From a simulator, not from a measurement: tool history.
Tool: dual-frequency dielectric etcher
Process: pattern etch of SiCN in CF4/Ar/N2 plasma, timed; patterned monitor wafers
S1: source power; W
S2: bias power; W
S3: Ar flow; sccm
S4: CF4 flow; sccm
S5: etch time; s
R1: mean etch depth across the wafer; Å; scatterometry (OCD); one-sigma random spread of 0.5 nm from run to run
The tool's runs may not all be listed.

run	hour	S1	S2	S3	S4	S5	R1
1	0	580	90	126	47	86	887.4
2	2.8	580	104	126	47	86	958.51
3	5.5	500	104	126	47	86	846.99
4	6.6	550	104	126	47	86	914.79
5	9.6	630	104	126	47	86	1010.5
6	13.8	630	104	138	47	86	1006.3
7	18.2	640	104	138	47	86	1006
8	20.7	650	104	138	47	86	1030.6

Run 9, settings as shown, results not yet in. Your forecast:
9	27.8	660	104	138	47	86	?

Run 9 gave R1 1040.4 Å.

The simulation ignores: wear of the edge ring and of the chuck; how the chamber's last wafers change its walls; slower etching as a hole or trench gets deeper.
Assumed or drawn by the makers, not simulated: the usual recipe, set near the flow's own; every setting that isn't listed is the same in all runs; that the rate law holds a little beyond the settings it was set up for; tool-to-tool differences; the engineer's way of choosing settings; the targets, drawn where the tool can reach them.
